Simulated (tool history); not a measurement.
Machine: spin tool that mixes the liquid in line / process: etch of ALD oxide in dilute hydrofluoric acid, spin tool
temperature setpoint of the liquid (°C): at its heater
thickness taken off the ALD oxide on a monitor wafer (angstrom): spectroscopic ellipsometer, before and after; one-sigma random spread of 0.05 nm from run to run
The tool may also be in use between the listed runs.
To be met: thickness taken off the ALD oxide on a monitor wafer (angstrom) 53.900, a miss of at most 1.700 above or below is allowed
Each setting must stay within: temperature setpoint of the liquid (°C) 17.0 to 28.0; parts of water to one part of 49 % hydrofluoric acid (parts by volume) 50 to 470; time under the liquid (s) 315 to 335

run  hour  temperature setpoint of the liquid (°C)  parts of water to one part of 49 % hydrofluoric acid (parts by volume)  time under the liquid (s)  thickness taken off the ALD oxide on a monitor wafer (angstrom)
  1   0.0                                     20.0                                                                     260                        315                                                           83.750
  2   2.9                                     22.0                                                                     260                        315                                                           90.657
  3  11.4                                     21.5                                                                     265                        315                                                           88.939
  4  18.5                                     21.5                                                                     265                        335                                                           92.619
  5  27.3                                     21.0                                                                     275                        335                                                           86.330
  6  33.4                                     20.5                                                                     280                        335                                                           83.786
  7  36.4                                     20.0                                                                     285                        335                                                           79.985
  8  39.3                                     19.5                                                                     290                        335                                                           76.631
  9  47.6                                     19.5                                                                     295                        335                                                           76.072
 10  52.1                                     19.5                                                                     300                        335                                                           73.877
 11  59.0                                     19.5                                                                     305                        335                                                           71.454
 12  62.9                                     19.5                                                                     310                        335                                                           71.919
 13  66.3                                     19.5                                                                     315                        335                                                           69.323
 14  70.3                                     19.5                                                                     320                        335                                                           68.536
 15  77.6                                     19.5                                                                     325                        335                                                           67.295
 16  79.6                                     19.5                                                                     330                        335                                                           65.363
 17  85.4                                     18.0                                                                     345                        335                                                           58.490
 18  88.0                                     17.5                                                                     350                        335                                                           56.727

Which single option among these 5 for the next run brings every result within its allowed miss of target? Just one does.
  A  90.6                                     17.0                                                                     315                        330                                                                ?
  B  90.6                                     18.0                                                                     315                        315                                                                ?
  C  90.6                                     17.5                                                                     335                        325                                                                ?
  D  90.6                                     18.5                                                                     365                        325                                                                ?
  E  90.6                                     19.5                                                                     345                        335                                                                ?

move  thickness taken off the ALD oxide on a monitor wafer (angstrom)
   A                                                           61.626
   B                                                           61.064
   C                                                           57.193
   D                                                           53.118
   E                                                           61.059
A: its largest miss is bigger than the last run's
B: its largest miss is bigger than the last run's
C: its largest miss is bigger than the last run's
D: meets every target
E: its largest miss is bigger than the last run's
D meets every target.
